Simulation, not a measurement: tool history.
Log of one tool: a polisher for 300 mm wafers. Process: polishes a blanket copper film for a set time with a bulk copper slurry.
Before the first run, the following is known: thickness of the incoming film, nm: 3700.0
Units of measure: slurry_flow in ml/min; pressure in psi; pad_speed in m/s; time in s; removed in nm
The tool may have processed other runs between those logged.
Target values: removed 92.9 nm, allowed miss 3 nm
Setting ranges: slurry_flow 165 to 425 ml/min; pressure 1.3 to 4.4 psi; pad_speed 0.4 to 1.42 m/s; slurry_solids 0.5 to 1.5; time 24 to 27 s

run 1 hour=0 | slurry_flow=275 pressure=2.8 pad_speed=0.9 slurry_solids=1 time=27 | removed=213.46
run 2 hour=2.1 | slurry_flow=275 pressure=2.8 pad_speed=0.9 slurry_solids=1 time=27 | removed=211.11
run 3 hour=6.7 | slurry_flow=275 pressure=2.8 pad_speed=0.9 slurry_solids=1 time=27 | removed=212.72
run 4 hour=12.7 | slurry_flow=235 pressure=2.8 pad_speed=0.9 slurry_solids=1 time=27 | removed=204.41
-- hour=14.3 worn pad replaced by a new one
run 5 hour=14.3 | slurry_flow=225 pressure=2.5 pad_speed=0.86 slurry_solids=1 time=27 | removed=199.28
run 6 hour=22.3 | slurry_flow=265 pressure=2.2 pad_speed=0.76 slurry_solids=0.9 time=26 | removed=149.53
run 7 hour=26.1 | slurry_flow=265 pressure=2 pad_speed=0.7 slurry_solids=0.9 time=26 | removed=126.89
run 8 hour=27.5 | slurry_flow=270 pressure=1.8 pad_speed=0.68 slurry_solids=0.9 time=26 | removed=110.92

Consider the 4 candidate settings below. Which is the only one whose results all fall within their allowed miss of target?
run A hour=28.9 | slurry_flow=325 pressure=1.7 pad_speed=0.78 slurry_solids=1.05 time=27 | removed=?
run B hour=28.9 | slurry_flow=315 pressure=1.4 pad_speed=0.82 slurry_solids=0.95 time=24 | removed=?
run C hour=28.9 | slurry_flow=235 pressure=1.3 pad_speed=0.8 slurry_solids=1.15 time=24 | removed=?
run D hour=28.9 | slurry_flow=265 pressure=2.1 pad_speed=0.7 slurry_solids=0.9 time=27 | removed=?

move=A removed=131.57
move=B removed=99.434
move=C removed=91.843
move=D removed=137.03
A: the biggest miss grows against the last run
B: better than the last run, though not everything is in spec
C: each result inside its tolerance
D: the biggest miss grows against the last run
Answer: C
